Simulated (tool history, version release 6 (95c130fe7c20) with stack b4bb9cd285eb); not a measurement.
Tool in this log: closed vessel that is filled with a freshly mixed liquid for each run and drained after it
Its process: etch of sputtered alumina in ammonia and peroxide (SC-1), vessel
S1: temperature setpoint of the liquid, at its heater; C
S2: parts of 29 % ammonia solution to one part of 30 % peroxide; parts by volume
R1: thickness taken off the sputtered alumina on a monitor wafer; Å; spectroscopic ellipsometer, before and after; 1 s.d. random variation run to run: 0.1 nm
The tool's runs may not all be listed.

{"run": 1, "hour": 0.0, "S1": 55.0, "S2": 0.65, "time in the liquid (s)": 250, "R1": 132.5}
{"run": 2, "hour": 6.9, "S1": 55.5, "S2": 0.65, "time in the liquid (s)": 250, "R1": 135.87}
{"run": 3, "hour": 8.9, "S1": 55.5, "S2": 0.55, "time in the liquid (s)": 250, "R1": 134.09}
{"run": 4, "hour": 9.8, "S1": 59.0, "S2": 0.55, "time in the liquid (s)": 250, "R1": 159.96}
{"run": 5, "hour": 11.8, "S1": 53.0, "S2": 0.55, "time in the liquid (s)": 250, "R1": 117.28}
{"run": 6, "hour": 15.5, "S1": 54.0, "S2": 0.55, "time in the liquid (s)": 250, "R1": 124.48}
{"run": 7, "hour": 19.4, "S1": 54.5, "S2": 0.55, "time in the liquid (s)": 250, "R1": 127.03}

Estimate the outcome of run 8 from the log above:
{"run": 8, "hour": 28.4, "S1": 55.0, "S2": 0.55, "time in the liquid (s)": 250, "R1": "?"}

R1: 131.49 Å
